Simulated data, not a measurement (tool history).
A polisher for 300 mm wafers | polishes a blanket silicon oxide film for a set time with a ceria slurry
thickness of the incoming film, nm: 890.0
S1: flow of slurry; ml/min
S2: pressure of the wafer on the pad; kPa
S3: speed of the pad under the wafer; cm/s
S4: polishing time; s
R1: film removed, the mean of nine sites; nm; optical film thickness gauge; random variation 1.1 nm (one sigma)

run 1 hour=0 | S1=175 S2=13.8 S3=88 S4=43 | R1=118
run 2 hour=7.6 | S1=180 S2=14.5 S3=88 S4=43 | R1=122.61
run 3 hour=10.6 | S1=140 S2=14.5 S3=88 S4=43 | R1=119.05
run 4 hour=15 | S1=140 S2=13.1 S3=88 S4=43 | R1=108.64
run 5 hour=19.8 | S1=140 S2=11.7 S3=88 S4=43 | R1=99.87
run 6 hour=22.8 | S1=145 S2=13.1 S3=88 S4=43 | R1=111.23
run 7 hour=29.5 | S1=145 S2=13.8 S3=88 S4=43 | R1=113.55
run 8 hour=38 | S1=155 S2=14.5 S3=88 S4=43 | R1=122.02
run 9 hour=41.8 | S1=160 S2=15.2 S3=88 S4=43 | R1=126.08
run 10 hour=43.9 | S1=160 S2=15.2 S3=88 S4=43 | R1=125.71

Forecast run 11:
run 11 hour=45.6 | S1=165 S2=15.9 S3=88 S4=43 | R1=?

Run 11 gave R1 130.08 nm.
